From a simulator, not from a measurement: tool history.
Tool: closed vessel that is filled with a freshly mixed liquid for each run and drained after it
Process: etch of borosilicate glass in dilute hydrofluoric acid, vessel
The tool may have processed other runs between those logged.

run	hour	temperature setpoint of the liquid (°C)	parts of water to one part of 49 % hydrofluoric acid (parts by volume)	time in the liquid (s)	thickness taken off the borosilicate glass on a monitor wafer (Å)
1	0	23	250	220	219.5
2	3.1	22	270	220	190.46
3	8.8	21	285	220	175.47
4	12.5	21	205	220	261.3
# hour 15.6: hydrofluoric acid flow meter replaced
5	15.6	19.5	205	220	214.81
6	18.3	19.5	205	220	213.04
7	26.2	17	305	220	120.21
8	34.6	17	310	220	118.15
9	37.8	17	315	220	114.59
10	42.8	17	320	220	111.6

What will run 11 give?
11	51.7	17	325	220	?

{"run 11": {"thickness taken off the borosilicate glass on a monitor wafer (Å)": 111.35}}

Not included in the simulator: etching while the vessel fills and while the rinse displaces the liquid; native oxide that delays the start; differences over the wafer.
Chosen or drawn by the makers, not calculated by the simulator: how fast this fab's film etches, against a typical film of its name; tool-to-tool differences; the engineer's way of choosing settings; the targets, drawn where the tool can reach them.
